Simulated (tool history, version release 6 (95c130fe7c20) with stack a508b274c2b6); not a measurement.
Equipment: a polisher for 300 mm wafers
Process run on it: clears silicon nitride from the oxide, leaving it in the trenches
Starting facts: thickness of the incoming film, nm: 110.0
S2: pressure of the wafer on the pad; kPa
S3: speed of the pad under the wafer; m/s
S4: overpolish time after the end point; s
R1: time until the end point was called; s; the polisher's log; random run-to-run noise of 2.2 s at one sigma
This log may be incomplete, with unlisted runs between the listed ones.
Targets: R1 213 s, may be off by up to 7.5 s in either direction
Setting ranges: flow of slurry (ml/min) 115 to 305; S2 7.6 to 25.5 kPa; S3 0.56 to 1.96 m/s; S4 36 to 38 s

{"run": 1, "hour": 0.0, "flow of slurry (ml/min)": 195, "S2": 16.5, "S3": 1.26, "S4": 36, "R1": 138.41}
{"run": 2, "hour": 8.4, "flow of slurry (ml/min)": 195, "S2": 13.1, "S3": 1.26, "S4": 36, "R1": 170.79}
{"run": 3, "hour": 14.3, "flow of slurry (ml/min)": 195, "S2": 12.4, "S3": 1.26, "S4": 36, "R1": 179.46}
{"run": 4, "hour": 19.9, "flow of slurry (ml/min)": 195, "S2": 11.7, "S3": 1.26, "S4": 36, "R1": 188.59}
{"run": 5, "hour": 28.1, "flow of slurry (ml/min)": 195, "S2": 11.7, "S3": 1.26, "S4": 36, "R1": 192.83}
{"run": 6, "hour": 33.1, "flow of slurry (ml/min)": 190, "S2": 11, "S3": 1.26, "S4": 36, "R1": 202.3}
{"run": 7, "hour": 41.7, "flow of slurry (ml/min)": 185, "S2": 11, "S3": 1.26, "S4": 36, "R1": 204.63}
{"run": 8, "hour": 50.6, "flow of slurry (ml/min)": 180, "S2": 11, "S3": 1.26, "S4": 36, "R1": 202.55}

Exercise: of the 4 proposed moves below, exactly one satisfies all targets within the stated allowed misses. Which move is it?
{"run": "A", "hour": 59.5, "flow of slurry (ml/min)": 210, "S2": 11.7, "S3": 1.3, "S4": 36, "R1": "?"}
{"run": "B", "hour": 59.5, "flow of slurry (ml/min)": 180, "S2": 11.7, "S3": 1.26, "S4": 36, "R1": "?"}
{"run": "C", "hour": 59.5, "flow of slurry (ml/min)": 190, "S2": 11, "S3": 1.18, "S4": 38, "R1": "?"}
{"run": "D", "hour": 59.5, "flow of slurry (ml/min)": 150, "S2": 11.7, "S3": 1.32, "S4": 37, "R1": "?"}

move=A R1=179.1
move=B R1=190.72
move=C R1=212.38
move=D R1=190.97
A: the biggest miss grows against the last run
B: the biggest miss grows against the last run
C: all results land within tolerance of their targets
D: the biggest miss grows against the last run
C is the move that brings every result within its allowed miss.
